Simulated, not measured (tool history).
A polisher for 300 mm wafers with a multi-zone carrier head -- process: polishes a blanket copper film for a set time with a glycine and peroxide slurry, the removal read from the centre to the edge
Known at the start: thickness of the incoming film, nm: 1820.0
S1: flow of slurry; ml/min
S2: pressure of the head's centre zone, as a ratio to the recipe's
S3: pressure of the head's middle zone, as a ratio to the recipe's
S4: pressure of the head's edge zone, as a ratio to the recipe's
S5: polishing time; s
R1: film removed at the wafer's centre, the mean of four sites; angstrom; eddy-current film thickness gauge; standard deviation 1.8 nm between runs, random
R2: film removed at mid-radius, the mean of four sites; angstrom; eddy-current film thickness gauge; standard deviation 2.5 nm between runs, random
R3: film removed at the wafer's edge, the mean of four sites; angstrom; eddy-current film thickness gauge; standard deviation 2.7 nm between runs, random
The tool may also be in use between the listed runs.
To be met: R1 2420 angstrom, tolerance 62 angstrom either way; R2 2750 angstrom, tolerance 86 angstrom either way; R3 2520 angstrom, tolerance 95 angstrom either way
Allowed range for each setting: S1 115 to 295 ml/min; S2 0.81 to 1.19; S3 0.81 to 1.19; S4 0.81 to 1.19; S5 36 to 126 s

run	day	S1	S2	S3	S4	S5	R1	R2	R3
1	0	190	1	1	1	81	3426.3	3463.9	3456
2	0.2	190	0.98	1	0.98	78	3236.1	3378.2	3291.3
3	0.379	185	0.97	0.99	0.96	76	3076.9	3284.2	3173.8
4	0.421	185	0.96	0.98	0.94	74	2928.7	3107.5	3052.5
5	0.596	185	0.96	0.98	1	74	2992.3	3197	3090.5
6	0.892	185	0.96	0.99	0.98	72	2847.3	3064.3	3044.2
7	0.975	185	0.96	0.99	0.95	71	2857.4	3033.9	2949
8	1.238	140	0.86	0.98	0.85	65	2229.3	2710.4	2522.8

Below are 4 possible settings for the next run. Only one of them brings all results inside the allowed miss of their targets. Which is it?
A	1.5	140	0.87	1	0.88	65	?	?	?
B	1.5	135	0.92	1.02	0.85	66	?	?	?
C	1.5	130	0.81	0.96	0.89	67	?	?	?
D	1.5	145	0.81	1.04	0.82	64	?	?	?

move	R1	R2	R3
A	2284.2	2739.6	2523.8
B	2440.2	2800.3	2513.4
C	2165	2729.5	2596.8
D	2104.2	2775.9	2415.1
A: nearer the targets than the last run, but a result is still out of spec
B: all results in spec
C: the biggest miss grows against the last run
D: the biggest miss grows against the last run
Correct choice: B, which meets every target
